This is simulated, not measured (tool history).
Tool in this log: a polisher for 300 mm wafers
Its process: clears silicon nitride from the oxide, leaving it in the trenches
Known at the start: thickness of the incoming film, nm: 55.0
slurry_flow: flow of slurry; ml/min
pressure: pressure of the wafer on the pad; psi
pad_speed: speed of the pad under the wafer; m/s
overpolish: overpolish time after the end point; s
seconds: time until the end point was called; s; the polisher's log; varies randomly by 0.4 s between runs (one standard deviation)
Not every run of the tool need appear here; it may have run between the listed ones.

run 1 day=0.000 | slurry_flow=245 pressure=1.9 pad_speed=1.02 overpolish=4 | seconds=86.576
run 2 day=0.104 | slurry_flow=245 pressure=2.2 pad_speed=1.08 overpolish=4 | seconds=72.641
run 3 day=0.350 | slurry_flow=250 pressure=2.4 pad_speed=1.16 overpolish=4 | seconds=60.858
run 4 day=0.650 | slurry_flow=250 pressure=2.6 pad_speed=1.22 overpolish=4 | seconds=53.685
run 5 day=0.792 | slurry_flow=250 pressure=2.8 pad_speed=1.22 overpolish=4 | seconds=49.852
run 6 day=0.942 | slurry_flow=250 pressure=2.6 pad_speed=1.22 overpolish=4 | seconds=54.310
run 7 day=1.096 | slurry_flow=255 pressure=2.7 pad_speed=1.28 overpolish=4 | seconds=49.262

What does the tool deliver on the next run?
run 8 day=1.250 | slurry_flow=255 pressure=2.8 pad_speed=1.32 overpolish=4 | seconds=?

Run 8 produced seconds 46.751 s.

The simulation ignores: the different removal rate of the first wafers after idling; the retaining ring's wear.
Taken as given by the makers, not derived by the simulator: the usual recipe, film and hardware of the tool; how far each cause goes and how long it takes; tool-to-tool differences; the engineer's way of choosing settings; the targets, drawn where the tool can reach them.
